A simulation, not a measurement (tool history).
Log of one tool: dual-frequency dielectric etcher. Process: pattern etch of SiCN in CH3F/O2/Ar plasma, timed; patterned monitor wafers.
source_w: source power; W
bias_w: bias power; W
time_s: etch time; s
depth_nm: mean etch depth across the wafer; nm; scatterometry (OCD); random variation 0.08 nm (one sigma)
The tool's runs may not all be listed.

{"run": 1, "hour": 0.0, "source_w": 480, "bias_w": 86, "time_s": 34.0, "depth_nm": 15.276}
{"run": 2, "hour": 8.9, "source_w": 440, "bias_w": 86, "time_s": 34.0, "depth_nm": 14.615}
{"run": 3, "hour": 17.6, "source_w": 410, "bias_w": 85, "time_s": 34.0, "depth_nm": 14.197}
{"run": 4, "hour": 20.7, "source_w": 410, "bias_w": 99, "time_s": 34.0, "depth_nm": 15.195}
{"run": 5, "hour": 24.6, "source_w": 410, "bias_w": 99, "time_s": 31.5, "depth_nm": 14.058}
{"run": 6, "hour": 26.0, "source_w": 390, "bias_w": 98, "time_s": 31.5, "depth_nm": 13.81}

Run 7 comes next. What will it give?
{"run": 7, "hour": 32.5, "source_w": 370, "bias_w": 97, "time_s": 31.5, "depth_nm": "?"}

Run 7 gave depth_nm 13.451 nm.
